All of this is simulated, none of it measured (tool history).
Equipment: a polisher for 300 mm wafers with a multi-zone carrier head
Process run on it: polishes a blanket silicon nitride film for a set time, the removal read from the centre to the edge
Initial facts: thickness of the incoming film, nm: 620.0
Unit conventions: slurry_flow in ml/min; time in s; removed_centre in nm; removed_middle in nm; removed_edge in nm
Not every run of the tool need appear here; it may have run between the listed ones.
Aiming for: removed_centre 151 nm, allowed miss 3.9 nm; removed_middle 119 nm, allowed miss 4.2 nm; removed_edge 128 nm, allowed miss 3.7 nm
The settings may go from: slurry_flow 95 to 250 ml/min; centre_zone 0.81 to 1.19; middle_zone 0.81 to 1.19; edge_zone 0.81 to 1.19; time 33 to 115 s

run,hour,slurry_flow,centre_zone,middle_zone,edge_zone,time,removed_centre,removed_middle,removed_edge
1,0,160,1,1,1,73,109.67,107.34,106.35
2,8.5,180,1.06,0.99,1.05,74,119.37,109.38,111.43
3,16.8,195,1.1,0.98,1.08,76,129.67,112.55,115.88
4,18.4,205,1.12,0.97,1.11,77,135.41,113.81,119.79
5,19,235,1.12,0.97,1.11,77,135.45,117.28,120.61
6,20.3,235,1.09,0.97,1.11,77,132.61,117.21,123.17
7,22.9,235,1.12,0.96,1.13,78,138.85,116.84,122.5
8,27.8,235,1.13,0.95,1.14,79,142.99,116.98,127.19

Which single option among these 5 for the next run brings every result within its allowed miss of target? Just one does.
A,32.7,205,1.1,0.91,1.19,78,?,?,?
B,32.7,235,1.03,0.91,1.18,80,?,?,?
C,32.7,250,1.02,0.92,1.15,83,?,?,?
D,32.7,205,1.13,0.89,0.99,86,?,?,?
E,32.7,245,1.07,0.87,1.15,79,?,?,?

move,removed_centre,removed_middle,removed_edge
A,134.21,108.92,124.49
B,131.52,113.86,128.96
C,136.27,120.13,132.91
D,152.02,117.91,126.22
E,135.69,108.87,126.36
A: its largest miss is bigger than the last run's
B: its largest miss is bigger than the last run's
C: its largest miss is bigger than the last run's
D: in spec on every target
E: its largest miss is bigger than the last run's
The move that meets every target is D.
